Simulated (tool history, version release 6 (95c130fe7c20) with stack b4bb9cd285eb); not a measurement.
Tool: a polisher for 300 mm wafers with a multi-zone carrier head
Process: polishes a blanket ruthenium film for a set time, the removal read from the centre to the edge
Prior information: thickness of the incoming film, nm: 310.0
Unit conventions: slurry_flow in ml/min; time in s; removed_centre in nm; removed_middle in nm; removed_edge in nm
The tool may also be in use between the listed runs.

run	hour	slurry_flow	centre_zone	middle_zone	edge_zone	time	removed_centre	removed_middle	removed_edge
1	0	140	1	1	1	58	48.489	49.546	49.68
2	5.8	140	1	1	1	51	42.851	43.569	42.832
3	7.2	140	0.94	1	1	51	40.216	43.988	43.068
4	9.1	115	0.94	1	1	51	38.096	41.85	41.817
5	16.8	85	0.94	1	1	51	33.511	37.289	39.986
6	24.2	85	0.94	0.95	1	51	33.126	35.855	39.278
7	30	85	0.96	0.91	0.99	45	30.826	30.977	34.718
8	37.4	85	0.96	0.88	0.99	41	26.847	27.208	30.605
9	44.1	85	0.97	0.86	0.99	39	26.03	25.435	29.881
10	48	85	0.98	0.85	0.97	38	25.893	24.56	28.729

Estimate the outcome of run 11 from the log above:
11	53.7	85	0.98	0.84	0.95	37	?	?	?

removed_centre: 25.422 nm
removed_middle: 23.338 nm
removed_edge: 27.389 nm
